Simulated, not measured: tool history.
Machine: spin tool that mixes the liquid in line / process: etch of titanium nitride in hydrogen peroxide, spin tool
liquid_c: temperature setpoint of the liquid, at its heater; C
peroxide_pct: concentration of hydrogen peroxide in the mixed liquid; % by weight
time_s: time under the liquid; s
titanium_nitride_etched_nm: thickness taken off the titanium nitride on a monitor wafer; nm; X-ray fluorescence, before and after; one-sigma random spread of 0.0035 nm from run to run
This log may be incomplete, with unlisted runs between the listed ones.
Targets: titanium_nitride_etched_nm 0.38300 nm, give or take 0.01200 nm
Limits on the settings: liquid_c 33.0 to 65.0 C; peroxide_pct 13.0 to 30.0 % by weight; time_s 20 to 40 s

| run | hour | liquid_c | peroxide_pct | time_s | titanium_nitride_etched_nm |
|---|---|---|---|---|---|
| 1 | 0.0 | 49.0 | 24.0 | 40 | 0.85129 |
| 2 | 5.6 | 45.5 | 24.0 | 40 | 0.65994 |
| 3 | 13.4 | 43.0 | 24.0 | 40 | 0.53286 |
| 4 | 17.8 | 48.5 | 24.0 | 40 | 0.81141 |
| 5 | 19.9 | 45.0 | 24.0 | 40 | 0.61621 |
| 6 | 28.8 | 43.0 | 24.0 | 40 | 0.54168 |
| 7 | 37.5 | 37.0 | 23.5 | 40 | 0.33452 |
| 8 | 41.2 | 37.5 | 23.5 | 40 | 0.35187 |
| 9 | 45.5 | 38.0 | 23.5 | 40 | 0.35862 |

Exercise: of the 5 proposed moves below, exactly one satisfies all targets within the stated allowed misses. Which move is it?
| A | 49.8 | 36.5 | 27.5 | 40 | ? |
| B | 49.8 | 39.0 | 21.5 | 40 | ? |
| C | 49.8 | 37.0 | 17.5 | 40 | ? |
| D | 49.8 | 36.5 | 24.0 | 40 | ? |
| E | 49.8 | 38.0 | 22.5 | 40 | ? |

| move | titanium_nitride_etched_nm |
|---|---|
| A | 0.33662 |
| B | 0.38891 |
| C | 0.31773 |
| D | 0.32674 |
| E | 0.36298 |
A: further off than the last run
B: all results land within tolerance of their targets
C: further off than the last run
D: further off than the last run
E: nearer the targets than the last run, but a result is still out of spec
The move that meets every target is B.
